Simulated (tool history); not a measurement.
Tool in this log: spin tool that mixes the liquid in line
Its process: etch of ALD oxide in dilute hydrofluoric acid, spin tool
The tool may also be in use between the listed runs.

run	hour	temperature setpoint of the liquid (°C)	parts of water to one part of 49 % hydrofluoric acid (parts by volume)	time under the liquid (s)	thickness taken off the ALD oxide on a monitor wafer (Å)
1	0	23	215	305	295.48
2	1.4	26	215	305	329.93
3	9.2	28.5	215	305	362.99
4	15.4	28.5	180	305	450.16
5	20.3	28.5	180	325	482.45
6	23.2	26	205	325	374.79
7	25.2	22	285	325	213.93
8	26	21	285	325	208.33
9	28.2	20	285	325	198.9
10	36.3	19.5	285	325	196.36
11	40.9	19	285	325	192.68

The next listed run, before its measurement:
12	45.2	18.5	285	325	?

thickness taken off the ALD oxide on a monitor wafer (Å): 188.56

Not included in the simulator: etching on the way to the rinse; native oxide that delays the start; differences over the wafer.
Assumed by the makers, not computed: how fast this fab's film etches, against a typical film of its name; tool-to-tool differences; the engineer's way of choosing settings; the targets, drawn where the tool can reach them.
